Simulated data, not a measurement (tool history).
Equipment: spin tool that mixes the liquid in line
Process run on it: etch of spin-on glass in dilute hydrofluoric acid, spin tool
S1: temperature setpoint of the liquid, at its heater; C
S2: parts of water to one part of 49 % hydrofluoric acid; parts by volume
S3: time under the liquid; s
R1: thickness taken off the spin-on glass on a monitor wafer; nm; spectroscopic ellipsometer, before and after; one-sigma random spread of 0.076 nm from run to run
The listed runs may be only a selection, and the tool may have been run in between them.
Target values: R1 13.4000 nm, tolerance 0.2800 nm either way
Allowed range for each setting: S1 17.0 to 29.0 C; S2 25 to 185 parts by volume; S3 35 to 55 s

| run | hour | S1 | S2 | S3 | R1 |
|---|---|---|---|---|---|
| 1 | 0.0 | 21.0 | 105 | 55 | 11.4320 |
| 2 | 6.7 | 22.0 | 105 | 55 | 11.8330 |
| 3 | 14.0 | 22.0 | 125 | 55 | 9.6998 |
| 4 | 19.9 | 22.0 | 125 | 55 | 9.6243 |
| 5 | 22.2 | 24.0 | 125 | 55 | 10.4330 |
| 6 | 23.4 | 25.5 | 125 | 55 | 10.9990 |
| 7 | 30.3 | 26.5 | 125 | 55 | 11.5120 |
| 8 | 38.2 | 27.5 | 125 | 55 | 11.9370 |
| 9 | 42.5 | 28.0 | 125 | 55 | 12.1680 |
| 10 | 49.0 | 28.5 | 125 | 55 | 12.3820 |

Below are 4 possible settings for the next run. Only one of them brings all results inside the allowed miss of their targets. Which is it?
| A | 55.5 | 28.0 | 90 | 35 | ? |
| B | 55.5 | 29.0 | 140 | 55 | ? |
| C | 55.5 | 27.5 | 90 | 35 | ? |
| D | 55.5 | 28.0 | 115 | 55 | ? |

| move | R1 |
|---|---|
| A | 11.2720 |
| B | 11.0600 |
| C | 11.0570 |
| D | 13.4040 |
A: its largest miss is bigger than the last run's
B: its largest miss is bigger than the last run's
C: its largest miss is bigger than the last run's
D: every result within its allowed miss
The move that meets every target is D.

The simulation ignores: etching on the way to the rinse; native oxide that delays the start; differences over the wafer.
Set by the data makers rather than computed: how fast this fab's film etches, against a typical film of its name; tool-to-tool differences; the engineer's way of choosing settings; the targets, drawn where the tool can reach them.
